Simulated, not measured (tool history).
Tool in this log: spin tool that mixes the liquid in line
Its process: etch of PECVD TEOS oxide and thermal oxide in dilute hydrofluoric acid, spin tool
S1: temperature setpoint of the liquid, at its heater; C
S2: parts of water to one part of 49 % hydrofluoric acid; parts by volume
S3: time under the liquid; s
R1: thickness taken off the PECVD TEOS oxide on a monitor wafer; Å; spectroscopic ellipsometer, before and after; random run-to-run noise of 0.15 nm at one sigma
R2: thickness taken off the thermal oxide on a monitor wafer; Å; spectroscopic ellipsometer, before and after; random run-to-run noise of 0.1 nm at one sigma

Run 1, hour 0.0: S1 21.0 C, S2 80 parts by volume, S3 180 s. Result: R1 234.67 Å, R2 99.030 Å.
Run 2, hour 4.2: S1 21.5 C, S2 80 parts by volume, S3 180 s. Result: R1 240.00 Å, R2 101.070 Å.
Run 3, hour 7.2: S1 23.5 C, S2 80 parts by volume, S3 180 s. Result: R1 263.36 Å, R2 108.700 Å.
Run 4, hour 10.6: S1 23.5 C, S2 80 parts by volume, S3 140 s. Result: R1 203.62 Å, R2 85.459 Å.
Run 5, hour 16.8: S1 23.5 C, S2 80 parts by volume, S3 170 s. Result: R1 246.05 Å, R2 103.940 Å.
Run 6, hour 24.6: S1 20.0 C, S2 80 parts by volume, S3 170 s. Result: R1 215.42 Å, R2 92.259 Å.

What will run 7 give?
Run 7, hour 27.7: S1 21.0 C, S2 80 parts by volume, S3 170 s. Result: R1 ?, R2 ?.

{"run 7": {"R1": 222.98, "R2": 94.044}}
